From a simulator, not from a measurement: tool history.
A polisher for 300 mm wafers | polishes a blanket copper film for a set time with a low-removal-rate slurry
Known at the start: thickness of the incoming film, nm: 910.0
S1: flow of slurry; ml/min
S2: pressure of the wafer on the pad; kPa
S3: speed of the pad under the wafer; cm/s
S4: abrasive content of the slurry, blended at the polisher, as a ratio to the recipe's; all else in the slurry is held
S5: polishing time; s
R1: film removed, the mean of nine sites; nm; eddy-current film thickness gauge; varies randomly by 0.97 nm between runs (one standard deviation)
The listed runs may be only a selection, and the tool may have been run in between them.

run,hour,S1,S2,S3,S4,S5,R1
1,0,275,15.2,134,1,38,116.67
2,5.6,275,15.2,134,0.85,38,113.04
3,8.5,275,15.2,102,0.85,38,86.16
4,16.1,275,15.2,102,0.85,38,87.567
5,19.8,275,15.2,134,0.85,38,112.67
6,27.1,275,15.2,134,1.05,38,118.36
7,29,275,15.9,134,1.05,38,123.5
8,34.7,275,16.5,134,1.05,38,126.89
9,42,275,16.5,134,1.05,38,128.32

Estimate the outcome of run 10 from the log above:
10,46,280,17.2,134,1.05,38,?

R1: 132.09 nm
